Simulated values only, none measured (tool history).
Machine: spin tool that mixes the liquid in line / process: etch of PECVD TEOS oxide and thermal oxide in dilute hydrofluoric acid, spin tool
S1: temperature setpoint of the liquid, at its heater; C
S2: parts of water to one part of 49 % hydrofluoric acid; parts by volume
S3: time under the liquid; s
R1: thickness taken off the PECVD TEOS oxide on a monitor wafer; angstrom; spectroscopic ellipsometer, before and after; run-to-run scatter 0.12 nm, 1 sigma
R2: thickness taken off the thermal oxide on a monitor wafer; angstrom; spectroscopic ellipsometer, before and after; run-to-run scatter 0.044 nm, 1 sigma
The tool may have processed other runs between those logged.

| run | day | S1 | S2 | S3 | R1 | R2 |
|---|---|---|---|---|---|---|
| 1 | 0.000 | 22.0 | 55 | 85 | 247.38 | 72.969 |
| 2 | 0.321 | 22.0 | 55 | 110 | 318.20 | 96.346 |
| 3 | 0.508 | 22.0 | 40 | 110 | 444.54 | 134.010 |
| 4 | 0.738 | 22.0 | 50 | 110 | 354.03 | 106.170 |
| 5 | 0.821 | 25.5 | 50 | 110 | 406.38 | 122.120 |
| 6 | 0.962 | 23.0 | 55 | 110 | 331.13 | 99.201 |
| 7 | 1.212 | 21.0 | 60 | 110 | 276.39 | 82.278 |

For run 8, what comes out?
| 8 | 1.408 | 19.5 | 60 | 110 | ? | ? |

Run 8 gave R1 260.06 angstrom, R2 76.906 angstrom.

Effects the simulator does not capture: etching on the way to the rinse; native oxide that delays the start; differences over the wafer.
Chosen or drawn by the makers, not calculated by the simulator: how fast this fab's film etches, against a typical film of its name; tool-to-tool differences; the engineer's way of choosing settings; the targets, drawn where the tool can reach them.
